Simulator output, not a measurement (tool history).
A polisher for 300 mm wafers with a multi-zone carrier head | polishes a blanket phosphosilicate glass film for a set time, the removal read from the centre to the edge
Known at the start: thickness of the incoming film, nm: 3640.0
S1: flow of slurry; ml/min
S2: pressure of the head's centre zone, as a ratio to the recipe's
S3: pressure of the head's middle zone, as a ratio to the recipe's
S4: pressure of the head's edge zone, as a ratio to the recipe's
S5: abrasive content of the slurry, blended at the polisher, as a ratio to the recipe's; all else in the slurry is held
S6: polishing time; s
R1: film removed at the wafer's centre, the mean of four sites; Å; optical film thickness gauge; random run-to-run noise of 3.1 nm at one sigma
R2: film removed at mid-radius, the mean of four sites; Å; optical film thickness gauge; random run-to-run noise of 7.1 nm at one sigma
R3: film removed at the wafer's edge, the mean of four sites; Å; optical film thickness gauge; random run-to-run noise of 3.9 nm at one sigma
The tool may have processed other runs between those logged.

Run 1, day 0.000: S1 180 ml/min, S2 1.00, S3 1.00, S4 1.00, S5 1.00, S6 42 s. Result: R1 3323.6 Å, R2 3348.6 Å, R3 3339.6 Å.
Run 2, day 0.171: S1 180 ml/min, S2 1.00, S3 1.00, S4 1.00, S5 1.15, S6 42 s. Result: R1 3484.7 Å, R2 3507.8 Å, R3 3497.5 Å.
Run 3, day 0.283: S1 180 ml/min, S2 1.06, S3 1.00, S4 1.00, S5 1.15, S6 42 s. Result: R1 3717.3 Å, R2 3530.5 Å, R3 3500.4 Å.
Run 4, day 0.592: S1 180 ml/min, S2 1.06, S3 1.00, S4 0.96, S5 1.15, S6 42 s. Result: R1 3667.4 Å, R2 3496.9 Å, R3 3470.2 Å.
Run 5, day 0.821: S1 185 ml/min, S2 1.07, S3 1.02, S4 0.97, S5 1.20, S6 42 s. Result: R1 3800.6 Å, R2 3605.5 Å, R3 3519.1 Å.
Run 6, day 1.154: S1 185 ml/min, S2 1.07, S3 0.95, S4 0.97, S5 1.20, S6 42 s. Result: R1 3817.3 Å, R2 3426.9 Å, R3 3570.8 Å.
Run 7, day 1.479: S1 190 ml/min, S2 1.08, S3 0.97, S4 0.98, S5 1.25, S6 42 s. Result: R1 3915.8 Å, R2 3638.0 Å, R3 3604.9 Å.
Run 8, day 1.542: S1 195 ml/min, S2 1.09, S3 0.98, S4 0.99, S5 1.30, S6 42 s. Result: R1 4018.5 Å, R2 3626.7 Å, R3 3669.4 Å.
Run 9, day 1.908: S1 200 ml/min, S2 1.10, S3 1.00, S4 0.99, S5 1.30, S6 42 s. Result: R1 4056.5 Å, R2 3778.6 Å, R3 3759.6 Å.

Run 10 comes next. What will it give?
Run 10, day 2.238: S1 200 ml/min, S2 1.11, S3 1.02, S4 0.97, S5 1.30, S6 42 s. Result: R1 ?, R2 ?, R3 ?.

Run 10 produced R1 4066.3 Å, R2 3857.4 Å, R3 3661.2 Å.

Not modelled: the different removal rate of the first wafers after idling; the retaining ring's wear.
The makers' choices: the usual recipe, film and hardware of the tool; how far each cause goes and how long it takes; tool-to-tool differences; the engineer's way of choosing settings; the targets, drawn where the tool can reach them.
